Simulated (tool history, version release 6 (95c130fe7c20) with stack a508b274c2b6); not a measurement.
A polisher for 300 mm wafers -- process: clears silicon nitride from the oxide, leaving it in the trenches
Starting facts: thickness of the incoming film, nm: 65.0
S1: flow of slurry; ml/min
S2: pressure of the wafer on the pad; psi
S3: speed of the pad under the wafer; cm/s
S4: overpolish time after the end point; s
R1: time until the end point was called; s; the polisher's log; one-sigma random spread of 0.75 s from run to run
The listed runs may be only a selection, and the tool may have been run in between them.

| run | hour | S1 | S2 | S3 | S4 | R1 |
|---|---|---|---|---|---|---|
| 1 | 0.0 | 165 | 2.6 | 90 | 6 | 83.005 |
| 2 | 5.3 | 165 | 3.0 | 92 | 6 | 70.892 |
| 3 | 12.0 | 165 | 3.3 | 94 | 6 | 63.805 |
| 4 | 17.4 | 165 | 3.6 | 94 | 6 | 56.568 |
| 5 | 19.5 | 200 | 3.6 | 94 | 6 | 55.909 |
| 6 | 25.2 | 215 | 3.6 | 94 | 6 | 55.693 |
| 7 | 29.9 | 215 | 3.7 | 96 | 6 | 51.889 |
| 8 | 32.0 | 215 | 3.8 | 96 | 6 | 51.587 |

What will run 9 give?
| 9 | 39.8 | 215 | 3.9 | 98 | 6 | ? |

R1: 48.774 s

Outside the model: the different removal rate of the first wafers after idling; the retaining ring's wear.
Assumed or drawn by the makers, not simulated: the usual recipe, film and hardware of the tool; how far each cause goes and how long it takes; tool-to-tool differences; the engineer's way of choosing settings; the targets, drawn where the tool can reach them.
